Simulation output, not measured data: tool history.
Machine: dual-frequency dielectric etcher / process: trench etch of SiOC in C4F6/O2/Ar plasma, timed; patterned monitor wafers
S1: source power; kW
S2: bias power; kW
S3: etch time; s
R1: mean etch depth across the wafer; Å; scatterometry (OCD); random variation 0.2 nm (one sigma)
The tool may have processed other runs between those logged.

Run 1, hour 0.0: S1 0.270 kW, S2 0.188 kW, S3 25 s. Result: R1 439.15 Å.
Run 2, hour 0.6: S1 0.250 kW, S2 0.188 kW, S3 25 s. Result: R1 426.19 Å.
Run 3, hour 6.5: S1 0.250 kW, S2 0.157 kW, S3 25 s. Result: R1 412.23 Å.
Run 4, hour 8.7: S1 0.250 kW, S2 0.174 kW, S3 25 s. Result: R1 416.69 Å.
Run 5, hour 14.6: S1 0.250 kW, S2 0.174 kW, S3 26 s. Result: R1 437.74 Å.
Run 6, hour 23.3: S1 0.210 kW, S2 0.174 kW, S3 26 s. Result: R1 410.10 Å.
Run 7, hour 24.4: S1 0.230 kW, S2 0.177 kW, S3 26 s. Result: R1 425.25 Å.

Expected results for the next run?
Run 8, hour 33.2: S1 0.240 kW, S2 0.179 kW, S3 26 s. Result: R1 ?.

Run 8 measured R1 433.12 Å.
